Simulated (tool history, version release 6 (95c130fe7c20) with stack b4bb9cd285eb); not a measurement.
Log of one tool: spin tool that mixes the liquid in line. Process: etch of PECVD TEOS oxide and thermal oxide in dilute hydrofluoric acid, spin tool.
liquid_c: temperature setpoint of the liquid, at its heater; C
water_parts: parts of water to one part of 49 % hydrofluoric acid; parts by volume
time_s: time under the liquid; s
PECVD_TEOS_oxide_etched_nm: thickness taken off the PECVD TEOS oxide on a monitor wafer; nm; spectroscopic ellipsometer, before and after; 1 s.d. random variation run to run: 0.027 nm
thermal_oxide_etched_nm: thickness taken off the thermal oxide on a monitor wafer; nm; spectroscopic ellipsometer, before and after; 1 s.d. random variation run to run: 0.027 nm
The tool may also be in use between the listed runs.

run 1 hour=0.0 | liquid_c=23.0 water_parts=155 time_s=50 | PECVD_TEOS_oxide_etched_nm=4.5012 thermal_oxide_etched_nm=1.5665
run 2 hour=1.3 | liquid_c=23.0 water_parts=210 time_s=50 | PECVD_TEOS_oxide_etched_nm=3.0984 thermal_oxide_etched_nm=1.0742
run 3 hour=9.1 | liquid_c=21.5 water_parts=210 time_s=50 | PECVD_TEOS_oxide_etched_nm=2.9777 thermal_oxide_etched_nm=1.0263
run 4 hour=17.6 | liquid_c=23.0 water_parts=210 time_s=50 | PECVD_TEOS_oxide_etched_nm=3.1105 thermal_oxide_etched_nm=1.0642
run 5 hour=25.0 | liquid_c=24.5 water_parts=210 time_s=50 | PECVD_TEOS_oxide_etched_nm=3.2827 thermal_oxide_etched_nm=1.1302
run 6 hour=30.1 | liquid_c=24.5 water_parts=170 time_s=50 | PECVD_TEOS_oxide_etched_nm=4.3110 thermal_oxide_etched_nm=1.4206

For run 7, what comes out?
run 7 hour=33.6 | liquid_c=24.0 water_parts=170 time_s=50 | PECVD_TEOS_oxide_etched_nm=? thermal_oxide_etched_nm=?

Run 7 yielded PECVD_TEOS_oxide_etched_nm 4.1978 nm, thermal_oxide_etched_nm 1.4118 nm.
